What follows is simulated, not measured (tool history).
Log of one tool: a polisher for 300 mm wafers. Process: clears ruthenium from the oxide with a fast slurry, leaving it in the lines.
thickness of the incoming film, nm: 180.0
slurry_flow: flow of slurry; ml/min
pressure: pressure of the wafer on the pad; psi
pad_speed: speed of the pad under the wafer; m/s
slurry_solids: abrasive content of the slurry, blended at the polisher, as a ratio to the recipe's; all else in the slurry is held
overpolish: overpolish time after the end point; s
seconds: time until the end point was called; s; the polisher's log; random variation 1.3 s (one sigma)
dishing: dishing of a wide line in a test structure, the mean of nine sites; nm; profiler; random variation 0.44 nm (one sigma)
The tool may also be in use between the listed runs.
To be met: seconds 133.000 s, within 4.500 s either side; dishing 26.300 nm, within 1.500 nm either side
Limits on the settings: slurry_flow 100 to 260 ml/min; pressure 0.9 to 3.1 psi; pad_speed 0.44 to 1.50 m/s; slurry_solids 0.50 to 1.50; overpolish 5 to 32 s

Run 1, day 0.000: slurry_flow 165 ml/min, pressure 2.0 psi, pad_speed 0.96 m/s, slurry_solids 1.00, overpolish 16 s. Result: seconds 84.649 s, dishing 34.014 nm.
Run 2, day 0.067: slurry_flow 165 ml/min, pressure 2.0 psi, pad_speed 1.18 m/s, slurry_solids 1.00, overpolish 16 s. Result: seconds 69.586 s, dishing 41.508 nm.
Run 3, day 0.342: slurry_flow 165 ml/min, pressure 2.0 psi, pad_speed 1.06 m/s, slurry_solids 1.00, overpolish 16 s. Result: seconds 76.543 s, dishing 36.962 nm.
Run 4, day 0.625: slurry_flow 165 ml/min, pressure 2.0 psi, pad_speed 1.06 m/s, slurry_solids 1.00, overpolish 9 s. Result: seconds 76.581 s, dishing 21.924 nm.
At day 0.746: slurry blender recalibrated.
Run 5, day 0.746: slurry_flow 165 ml/min, pressure 2.0 psi, pad_speed 0.90 m/s, slurry_solids 1.00, overpolish 9 s. Result: seconds 86.025 s, dishing 19.426 nm.
Run 6, day 0.988: slurry_flow 185 ml/min, pressure 2.0 psi, pad_speed 0.90 m/s, slurry_solids 1.00, overpolish 9 s. Result: seconds 84.217 s, dishing 19.967 nm.
Run 7, day 1.075: slurry_flow 170 ml/min, pressure 1.8 psi, pad_speed 0.90 m/s, slurry_solids 1.00, overpolish 12 s. Result: seconds 93.487 s, dishing 24.009 nm.
Run 8, day 1.192: slurry_flow 160 ml/min, pressure 1.6 psi, pad_speed 0.90 m/s, slurry_solids 1.00, overpolish 13 s. Result: seconds 105.380 s, dishing 23.169 nm.

Pick the move, out of 4, that brings all results within their allowed miss; only one does.
Run A, day 1.308: slurry_flow 185 ml/min, pressure 1.3 psi, pad_speed 0.84 m/s, slurry_solids 0.95, overpolish 19 s. Result: seconds ?, dishing ?.
Run B, day 1.308: slurry_flow 145 ml/min, pressure 1.5 psi, pad_speed 0.80 m/s, slurry_solids 0.90, overpolish 15 s. Result: seconds ?, dishing ?.
Run C, day 1.308: slurry_flow 120 ml/min, pressure 2.2 psi, pad_speed 0.76 m/s, slurry_solids 1.00, overpolish 11 s. Result: seconds ?, dishing ?.
Run D, day 1.308: slurry_flow 150 ml/min, pressure 1.3 psi, pad_speed 0.86 m/s, slurry_solids 0.95, overpolish 16 s. Result: seconds ?, dishing ?.

move  seconds  dishing
   A  132.340   27.082
   B  130.100   21.948
   C   97.612   21.471
   D  133.490   22.783
A: hits every target within its allowed miss
B: the furthest-off result lands on target, but another misses its tolerance
C: its largest miss is bigger than the last run's
D: the furthest-off result lands on target, but another misses its tolerance
A is the move that brings every result within its allowed miss.
